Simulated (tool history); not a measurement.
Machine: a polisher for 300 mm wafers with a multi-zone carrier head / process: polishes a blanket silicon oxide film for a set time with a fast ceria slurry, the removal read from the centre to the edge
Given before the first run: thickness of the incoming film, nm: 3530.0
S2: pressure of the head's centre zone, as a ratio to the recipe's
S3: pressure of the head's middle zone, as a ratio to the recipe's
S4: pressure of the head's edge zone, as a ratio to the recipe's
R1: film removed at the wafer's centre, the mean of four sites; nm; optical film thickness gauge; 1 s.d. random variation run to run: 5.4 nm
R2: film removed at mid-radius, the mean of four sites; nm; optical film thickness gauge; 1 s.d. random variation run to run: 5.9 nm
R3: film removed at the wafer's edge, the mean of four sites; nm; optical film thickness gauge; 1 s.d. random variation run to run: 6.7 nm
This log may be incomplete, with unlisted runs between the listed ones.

{"run": 1, "day": 0.0, "flow of slurry (ml/min)": 250, "S2": 1.0, "S3": 1.0, "S4": 1.0, "polishing time (s)": 50, "R1": 622.92, "R2": 631.0, "R3": 625.01}
{"run": 2, "day": 0.308, "flow of slurry (ml/min)": 245, "S2": 0.99, "S3": 0.98, "S4": 0.98, "polishing time (s)": 49, "R1": 601.96, "R2": 601.55, "R3": 610.25}
{"run": 3, "day": 0.458, "flow of slurry (ml/min)": 240, "S2": 0.99, "S3": 0.97, "S4": 0.96, "polishing time (s)": 48, "R1": 581.52, "R2": 599.9, "R3": 585.85}
{"run": 4, "day": 0.571, "flow of slurry (ml/min)": 240, "S2": 0.9, "S3": 0.97, "S4": 0.96, "polishing time (s)": 48, "R1": 529.75, "R2": 594.51, "R3": 578.01}
{"run": 5, "day": 0.758, "flow of slurry (ml/min)": 290, "S2": 0.9, "S3": 0.97, "S4": 0.96, "polishing time (s)": 48, "R1": 558.18, "R2": 596.83, "R3": 596.8}
{"run": 6, "day": 1.108, "flow of slurry (ml/min)": 240, "S2": 0.9, "S3": 0.97, "S4": 0.96, "polishing time (s)": 48, "R1": 551.57, "R2": 596.36, "R3": 601.65}
{"run": 7, "day": 1.283, "flow of slurry (ml/min)": 245, "S2": 0.91, "S3": 0.95, "S4": 0.95, "polishing time (s)": 48, "R1": 546.47, "R2": 590.56, "R3": 593.01}
{"run": 8, "day": 1.542, "flow of slurry (ml/min)": 250, "S2": 0.92, "S3": 0.94, "S4": 0.95, "polishing time (s)": 47, "R1": 534.31, "R2": 575.62, "R3": 571.07}

Run 9 has not been measured yet. What should we expect?
{"run": 9, "day": 1.646, "flow of slurry (ml/min)": 255, "S2": 0.93, "S3": 0.93, "S4": 0.96, "polishing time (s)": 47, "R1": "?", "R2": "?", "R3": "?"}

R1: 552.99 nm
R2: 573.84 nm
R3: 568.59 nm

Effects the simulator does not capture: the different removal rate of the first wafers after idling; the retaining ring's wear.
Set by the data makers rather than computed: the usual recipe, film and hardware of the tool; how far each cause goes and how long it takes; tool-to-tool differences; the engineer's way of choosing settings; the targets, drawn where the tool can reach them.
